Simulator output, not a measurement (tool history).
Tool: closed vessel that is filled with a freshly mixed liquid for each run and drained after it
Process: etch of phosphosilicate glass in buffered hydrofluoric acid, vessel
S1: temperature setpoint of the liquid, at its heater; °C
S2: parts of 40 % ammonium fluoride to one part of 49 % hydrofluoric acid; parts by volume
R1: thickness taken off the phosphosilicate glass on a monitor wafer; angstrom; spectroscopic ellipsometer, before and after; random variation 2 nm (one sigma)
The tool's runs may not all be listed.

Run 1, hour 0: S1 25 °C, S2 23.5 parts by volume, time in the liquid (s) 30. Result: R1 1594.6 angstrom.
Run 2, hour 8.7: S1 25 °C, S2 23.5 parts by volume, time in the liquid (s) 30. Result: R1 1606.4 angstrom.
Run 3, hour 13.5: S1 26 °C, S2 23.5 parts by volume, time in the liquid (s) 30. Result: R1 1647 angstrom.
Run 4, hour 18.3: S1 27 °C, S2 23 parts by volume, time in the liquid (s) 30. Result: R1 1772.9 angstrom.
Run 5, hour 26.6: S1 27 °C, S2 23 parts by volume, time in the liquid (s) 30. Result: R1 1779.1 angstrom.
Run 6, hour 34.4: S1 27.5 °C, S2 23 parts by volume, time in the liquid (s) 30. Result: R1 1838.6 angstrom.
Run 7, hour 34.9: S1 27.5 °C, S2 23 parts by volume, time in the liquid (s) 30. Result: R1 1818.1 angstrom.
Run 8, hour 42.4: S1 28 °C, S2 23 parts by volume, time in the liquid (s) 30. Result: R1 1889.8 angstrom.
Run 9, hour 48.8: S1 28.5 °C, S2 23 parts by volume, time in the liquid (s) 30. Result: R1 1973.8 angstrom.

Forecast run 10:
Run 10, hour 54.6: S1 29 °C, S2 23 parts by volume, time in the liquid (s) 30. Result: R1 ?.

Run 10 gave R1 2007.5 angstrom.

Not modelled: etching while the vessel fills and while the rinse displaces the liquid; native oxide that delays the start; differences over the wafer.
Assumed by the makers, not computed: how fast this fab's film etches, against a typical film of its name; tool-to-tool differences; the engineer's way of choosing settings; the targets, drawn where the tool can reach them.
